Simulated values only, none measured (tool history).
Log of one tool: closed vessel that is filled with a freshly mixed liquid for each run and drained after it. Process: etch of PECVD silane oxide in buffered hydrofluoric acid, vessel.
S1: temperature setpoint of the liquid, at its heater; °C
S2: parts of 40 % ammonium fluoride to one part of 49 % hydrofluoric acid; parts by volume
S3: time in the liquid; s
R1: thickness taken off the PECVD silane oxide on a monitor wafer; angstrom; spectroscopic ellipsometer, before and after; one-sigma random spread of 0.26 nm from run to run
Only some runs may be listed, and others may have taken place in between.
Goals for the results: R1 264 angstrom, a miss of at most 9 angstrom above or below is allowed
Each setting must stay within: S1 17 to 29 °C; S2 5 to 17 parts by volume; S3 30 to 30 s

| run | hour | S1 | S2 | S3 | R1 |
|---|---|---|---|---|---|
| 1 | 0 | 21 | 10.5 | 30 | 364.53 |
| 2 | 3.3 | 21 | 8 | 30 | 465.48 |
| 3 | 5.5 | 21 | 8 | 30 | 460.9 |
| 4 | 10.3 | 21 | 8 | 30 | 456.38 |
| 5 | 12.6 | 21 | 8 | 30 | 460.09 |
| 6 | 15.7 | 20 | 8.5 | 30 | 411.21 |
| 7 | 22.7 | 19.5 | 9 | 30 | 369.63 |
| 8 | 23.6 | 19 | 9.5 | 30 | 355.73 |
| 9 | 26.1 | 18.5 | 10 | 30 | 333.23 |
| 10 | 33.6 | 18 | 10.5 | 30 | 304.61 |
| 11 | 36.9 | 17.5 | 11 | 30 | 288.13 |

Exactly one of the 4 candidate moves below puts every result within its allowed miss. Which one?
| A | 40.2 | 20.5 | 13 | 30 | ? |
| B | 40.2 | 17 | 11.5 | 30 | ? |
| C | 40.2 | 17 | 11 | 30 | ? |
| D | 40.2 | 17 | 10.5 | 30 | ? |

| move | R1 |
|---|---|
| A | 288.01 |
| B | 266.48 |
| C | 278.31 |
| D | 291.23 |
A: about as far from the targets as the last run
B: every result lands within tolerance
C: better than the last run, though not everything is in spec
D: further off than the last run
Correct choice: B, which meets every target
